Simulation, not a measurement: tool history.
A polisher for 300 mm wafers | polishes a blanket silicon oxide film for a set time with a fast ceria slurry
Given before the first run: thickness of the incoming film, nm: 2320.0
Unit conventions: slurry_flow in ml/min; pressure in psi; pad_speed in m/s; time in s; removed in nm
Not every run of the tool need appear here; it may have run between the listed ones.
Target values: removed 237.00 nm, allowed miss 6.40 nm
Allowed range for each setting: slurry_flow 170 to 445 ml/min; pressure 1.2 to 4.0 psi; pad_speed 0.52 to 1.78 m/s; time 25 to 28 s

run 1 hour=0.0 | slurry_flow=285 pressure=2.6 pad_speed=1.14 time=28 | removed=390.31
run 2 hour=1.5 | slurry_flow=335 pressure=2.6 pad_speed=1.14 time=28 | removed=392.29
run 3 hour=3.8 | slurry_flow=335 pressure=2.3 pad_speed=1.14 time=28 | removed=353.98
run 4 hour=10.3 | slurry_flow=335 pressure=2.0 pad_speed=1.14 time=28 | removed=310.23
run 5 hour=14.1 | slurry_flow=335 pressure=1.8 pad_speed=1.14 time=28 | removed=288.03
-- hour=22.5 slurry nozzle cleaned
run 6 hour=22.5 | slurry_flow=335 pressure=1.8 pad_speed=1.40 time=28 | removed=347.70
run 7 hour=27.2 | slurry_flow=335 pressure=1.6 pad_speed=1.36 time=28 | removed=302.30
run 8 hour=30.3 | slurry_flow=325 pressure=1.5 pad_speed=1.34 time=28 | removed=281.44
run 9 hour=35.0 | slurry_flow=300 pressure=1.5 pad_speed=1.34 time=28 | removed=283.18

Of the 5 settings listed for the next run, only one would bring every result within its allowed miss of target. Which one?
run A hour=39.7 | slurry_flow=320 pressure=1.2 pad_speed=1.34 time=26 | removed=?
run B hour=39.7 | slurry_flow=300 pressure=1.4 pad_speed=1.30 time=27 | removed=?
run C hour=39.7 | slurry_flow=245 pressure=1.4 pad_speed=1.30 time=25 | removed=?
run D hour=39.7 | slurry_flow=305 pressure=1.2 pad_speed=1.42 time=27 | removed=?
run E hour=39.7 | slurry_flow=300 pressure=1.3 pad_speed=1.36 time=28 | removed=?

move=A removed=218.26
move=B removed=249.11
move=C removed=225.56
move=D removed=236.61
move=E removed=252.22
A: moves the result that the last run missed by most past its target, out the other side
B: gains on the last run, yet a result remains outside its allowed miss
C: moves the result that the last run missed by most past its target, out the other side
D: hits every target within its allowed miss
E: gains on the last run, yet a result remains outside its allowed miss
D meets every target.
